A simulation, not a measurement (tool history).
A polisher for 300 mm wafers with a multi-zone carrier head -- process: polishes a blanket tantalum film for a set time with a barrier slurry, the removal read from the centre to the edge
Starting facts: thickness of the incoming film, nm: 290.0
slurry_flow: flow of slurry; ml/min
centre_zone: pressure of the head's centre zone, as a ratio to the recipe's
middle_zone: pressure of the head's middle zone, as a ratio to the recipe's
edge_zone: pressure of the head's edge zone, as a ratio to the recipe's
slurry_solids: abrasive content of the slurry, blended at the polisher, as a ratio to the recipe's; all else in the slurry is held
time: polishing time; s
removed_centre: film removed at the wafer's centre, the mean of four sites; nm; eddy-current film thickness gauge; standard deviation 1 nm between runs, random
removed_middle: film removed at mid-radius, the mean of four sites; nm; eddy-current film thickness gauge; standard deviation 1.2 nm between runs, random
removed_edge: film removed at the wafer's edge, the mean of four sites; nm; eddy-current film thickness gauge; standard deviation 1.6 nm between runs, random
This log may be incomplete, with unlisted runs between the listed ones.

| run | day | slurry_flow | centre_zone | middle_zone | edge_zone | slurry_solids | time | removed_centre | removed_middle | removed_edge |
|---|---|---|---|---|---|---|---|---|---|---|
| 1 | 0.000 | 155 | 1.00 | 1.00 | 1.00 | 1.00 | 44 | 62.390 | 63.361 | 61.847 |
| 2 | 0.054 | 165 | 1.04 | 0.99 | 1.04 | 1.15 | 47 | 69.907 | 68.541 | 69.717 |
| 3 | 0.362 | 175 | 1.08 | 0.98 | 1.05 | 1.25 | 51 | 79.742 | 74.058 | 75.944 |
| 4 | 0.425 | 175 | 1.02 | 0.98 | 1.05 | 1.25 | 51 | 78.298 | 74.583 | 76.857 |
| 5 | 0.729 | 175 | 0.93 | 0.98 | 1.05 | 1.25 | 51 | 69.704 | 75.554 | 75.947 |
| 6 | 0.967 | 180 | 0.99 | 0.98 | 1.07 | 1.30 | 54 | 80.886 | 79.659 | 82.328 |

Run 7 comes next. What will it give?
| 7 | 1.283 | 180 | 1.03 | 0.98 | 1.09 | 1.35 | 56 | ? | ? | ? |

{"run 7": {"removed_centre": 86.17, "removed_middle": 84.266, "removed_edge": 86.448}}

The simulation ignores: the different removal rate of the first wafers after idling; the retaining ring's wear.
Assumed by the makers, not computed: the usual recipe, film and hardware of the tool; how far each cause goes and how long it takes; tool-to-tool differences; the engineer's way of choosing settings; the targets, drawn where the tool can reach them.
